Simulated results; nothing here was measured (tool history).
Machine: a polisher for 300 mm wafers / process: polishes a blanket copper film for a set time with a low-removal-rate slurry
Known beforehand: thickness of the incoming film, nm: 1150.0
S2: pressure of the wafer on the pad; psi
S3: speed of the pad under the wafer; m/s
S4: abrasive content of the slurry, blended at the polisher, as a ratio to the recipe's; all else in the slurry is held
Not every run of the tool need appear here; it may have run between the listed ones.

run 1 hour=0.0 | flow_of_slurry_(ml/min)=215 S2=2.9 S3=1.26 S4=1.00 polishing_time_(s)=105 | film_removed_(Å)=4051.9
run 2 hour=4.8 | flow_of_slurry_(ml/min)=215 S2=2.9 S3=1.26 S4=1.15 polishing_time_(s)=105 | film_removed_(Å)=4174.2
run 3 hour=12.1 | flow_of_slurry_(ml/min)=215 S2=2.7 S3=1.24 S4=1.15 polishing_time_(s)=105 | film_removed_(Å)=3857.8
run 4 hour=13.6 | flow_of_slurry_(ml/min)=215 S2=2.5 S3=1.22 S4=1.15 polishing_time_(s)=105 | film_removed_(Å)=3531.2
run 5 hour=20.0 | flow_of_slurry_(ml/min)=215 S2=2.5 S3=1.22 S4=1.30 polishing_time_(s)=105 | film_removed_(Å)=3639.9
run 6 hour=25.8 | flow_of_slurry_(ml/min)=215 S2=2.0 S3=1.22 S4=1.30 polishing_time_(s)=105 | film_removed_(Å)=2945.0
run 7 hour=31.5 | flow_of_slurry_(ml/min)=215 S2=1.9 S3=1.20 S4=1.30 polishing_time_(s)=105 | film_removed_(Å)=2752.7

For run 8, what comes out?
run 8 hour=40.4 | flow_of_slurry_(ml/min)=215 S2=1.8 S3=1.20 S4=1.30 polishing_time_(s)=105 | film_removed_(Å)=?

{"run 8": {"film removed (Å)": 2595.7}}
